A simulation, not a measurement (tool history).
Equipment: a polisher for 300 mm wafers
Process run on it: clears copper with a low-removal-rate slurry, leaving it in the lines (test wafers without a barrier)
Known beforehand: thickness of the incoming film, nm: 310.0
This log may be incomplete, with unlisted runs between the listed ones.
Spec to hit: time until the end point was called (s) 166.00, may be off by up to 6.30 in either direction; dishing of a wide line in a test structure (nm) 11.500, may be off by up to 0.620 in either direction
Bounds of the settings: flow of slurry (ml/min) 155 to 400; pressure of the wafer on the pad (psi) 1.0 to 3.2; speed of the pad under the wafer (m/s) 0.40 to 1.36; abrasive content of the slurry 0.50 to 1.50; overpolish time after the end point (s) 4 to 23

run    day  flow of slurry (ml/min)  pressure of the wafer on the pad (psi)  speed of the pad under the wafer (m/s)  abrasive content of the slurry  overpolish time after the end point (s)  time until the end point was called (s)  dishing of a wide line in a test structure (nm)
  1  0.000                      255                                     2.1                                    0.88                            1.00                                       12                                   217.65                                           14.520
  2  0.304                      255                                     2.2                                    0.88                            1.00                                       11                                   202.11                                           14.276
  3  0.450                      255                                     2.4                                    0.88                            1.00                                       11                                   192.46                                           15.327
  4  0.558                      255                                     2.4                                    0.72                            1.00                                       11                                   216.62                                           13.530
  5  0.642                      255                                     2.5                                    0.72                            1.00                                       10                                   208.33                                           13.385
  6  0.700                      205                                     2.5                                    0.72                            1.00                                       10                                   215.02                                           12.300
  7  0.904                      220                                     2.6                                    0.72                            1.00                                        9                                   204.06                                           11.963
  8  1.000                      230                                     2.7                                    0.72                            1.00                                        8                                   197.28                                           10.938
  9  1.262                      235                                     2.8                                    0.72                            1.00                                        8                                   190.59                                           11.427
 10  1.479                      240                                     2.9                                    0.72                            1.00                                        8                                   183.03                                           11.670
 11  1.525                      240                                     2.9                                    0.72                            1.00                                        8                                   181.97                                           12.289
     1.725  -- head pressure recalibrated
 12  1.725                      240                                     2.9                                    0.72                            1.00                                        8                                   165.02                                           13.190

Which one of the following 5 next-run settings gets every result inside its allowed miss? There is exactly one.
  A  1.925                      310                                     2.5                                    0.90                            0.85                                        7                                        ?                                                ?
  B  1.925                      235                                     2.8                                    0.78                            1.05                                        9                                        ?                                                ?
  C  1.925                      210                                     3.1                                    0.66                            0.95                                        9                                        ?                                                ?
  D  1.925                      225                                     2.8                                    0.76                            0.95                                       10                                        ?                                                ?
  E  1.925                      275                                     3.0                                    0.70                            0.95                                       10                                        ?                                                ?

move  time until the end point was called (s)  dishing of a wide line in a test structure (nm)
   A                                   161.83                                           11.526
   B                                   157.11                                           15.061
   C                                   165.41                                           14.382
   D                                   164.69                                           15.904
   E                                   158.92                                           16.470
A: hits every target within its allowed miss
B: its largest miss is bigger than the last run's
C: its largest miss is bigger than the last run's
D: its largest miss is bigger than the last run's
E: its largest miss is bigger than the last run's
The move that meets every target is A.
